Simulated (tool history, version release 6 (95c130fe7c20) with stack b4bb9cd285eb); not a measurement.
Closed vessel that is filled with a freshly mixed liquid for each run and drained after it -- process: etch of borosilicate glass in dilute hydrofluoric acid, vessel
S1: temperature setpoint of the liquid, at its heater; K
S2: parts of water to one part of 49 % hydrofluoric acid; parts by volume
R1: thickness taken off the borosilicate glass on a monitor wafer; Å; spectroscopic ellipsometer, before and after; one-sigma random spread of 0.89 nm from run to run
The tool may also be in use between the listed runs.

{"run": 1, "hour": 0.0, "S1": 297.15, "S2": 50, "time in the liquid (s)": 130, "R1": 782.7}
{"run": 2, "hour": 6.2, "S1": 299.15, "S2": 50, "time in the liquid (s)": 130, "R1": 848.68}
{"run": 3, "hour": 11.4, "S1": 299.15, "S2": 50, "time in the liquid (s)": 135, "R1": 880.0}
{"run": 4, "hour": 19.1, "S1": 300.65, "S2": 50, "time in the liquid (s)": 135, "R1": 930.23}
{"run": 5, "hour": 21.9, "S1": 300.65, "S2": 50, "time in the liquid (s)": 135, "R1": 928.83}
{"run": 6, "hour": 28.6, "S1": 301.65, "S2": 50, "time in the liquid (s)": 135, "R1": 981.51}
{"run": 7, "hour": 30.3, "S1": 302.65, "S2": 50, "time in the liquid (s)": 135, "R1": 1015.8}
{"run": 8, "hour": 31.3, "S1": 302.65, "S2": 50, "time in the liquid (s)": 135, "R1": 1004.8}
{"run": 9, "hour": 36.9, "S1": 303.15, "S2": 50, "time in the liquid (s)": 135, "R1": 1039.0}

What does the tool deliver on the next run?
{"run": 10, "hour": 43.2, "S1": 303.65, "S2": 50, "time in the liquid (s)": 135, "R1": "?"}

Logged for run 10: R1 1061.50 Å.

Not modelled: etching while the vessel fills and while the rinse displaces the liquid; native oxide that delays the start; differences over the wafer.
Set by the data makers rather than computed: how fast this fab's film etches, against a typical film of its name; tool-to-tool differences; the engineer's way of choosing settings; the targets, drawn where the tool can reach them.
